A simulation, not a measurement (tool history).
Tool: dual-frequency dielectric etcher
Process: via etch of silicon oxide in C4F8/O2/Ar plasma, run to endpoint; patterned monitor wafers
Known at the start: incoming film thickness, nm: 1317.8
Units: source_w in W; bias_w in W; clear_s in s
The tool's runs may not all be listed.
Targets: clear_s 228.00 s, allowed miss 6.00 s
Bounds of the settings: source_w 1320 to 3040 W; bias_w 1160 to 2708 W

run,hour,source_w,bias_w,clear_s
1,0.0,2180,1934,252.91
2,5.0,2180,1753,263.59
3,8.3,2180,1416,284.92
4,15.9,2430,1550,261.35
5,17.0,2600,1595,247.47
6,18.0,2700,1615,245.46
7,21.4,2790,1651,238.86
8,29.9,2850,1668,235.00
9,35.6,2890,1679,235.76

4 next moves are on the table. One of them brings every result within its allowed miss. Which?
A,41.3,3000,1738,?
B,41.3,2860,1530,?
C,41.3,2810,1621,?
D,41.3,2690,1691,?

move,clear_s
A,227.79
B,242.91
C,240.29
D,241.83
A: meets every target
B: further off than the last run
C: further off than the last run
D: further off than the last run
Move A is the one to make.

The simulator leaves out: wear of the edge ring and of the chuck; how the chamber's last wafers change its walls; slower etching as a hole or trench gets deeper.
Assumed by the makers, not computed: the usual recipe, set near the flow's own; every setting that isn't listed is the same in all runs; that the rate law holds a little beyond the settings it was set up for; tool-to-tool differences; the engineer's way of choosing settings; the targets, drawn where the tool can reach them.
